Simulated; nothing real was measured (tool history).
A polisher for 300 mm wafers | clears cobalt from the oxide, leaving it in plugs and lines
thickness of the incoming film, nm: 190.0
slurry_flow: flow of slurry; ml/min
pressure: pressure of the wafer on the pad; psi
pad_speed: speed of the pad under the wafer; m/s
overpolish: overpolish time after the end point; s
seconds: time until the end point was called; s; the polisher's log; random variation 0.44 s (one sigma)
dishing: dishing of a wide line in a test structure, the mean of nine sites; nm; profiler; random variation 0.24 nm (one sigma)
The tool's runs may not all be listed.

run	hour	slurry_flow	pressure	pad_speed	overpolish	seconds	dishing
1	0	295	1.6	1.12	10	42.394	32.259
2	3.3	325	1.6	1.12	10	41.705	31.166
3	6.1	265	1.6	1.12	10	42.818	31.896
4	13.7	265	1.3	1.12	10	49.551	29.144
5	21	230	1.3	1.12	10	49.094	28.963
6	23.1	230	1.7	1.12	10	41.412	31.683
7	27.1	225	1.8	1.1	9	39.66	30.746
8	30.6	220	1.9	1.06	8	38.878	28.757
9	31.6	215	2	1.04	7	38.815	27.241

Run 10 comes next. What will it give?
10	34.9	210	2.1	1.02	7	?	?

Run 10 gave seconds 38.281 s, dishing 27.643 nm.
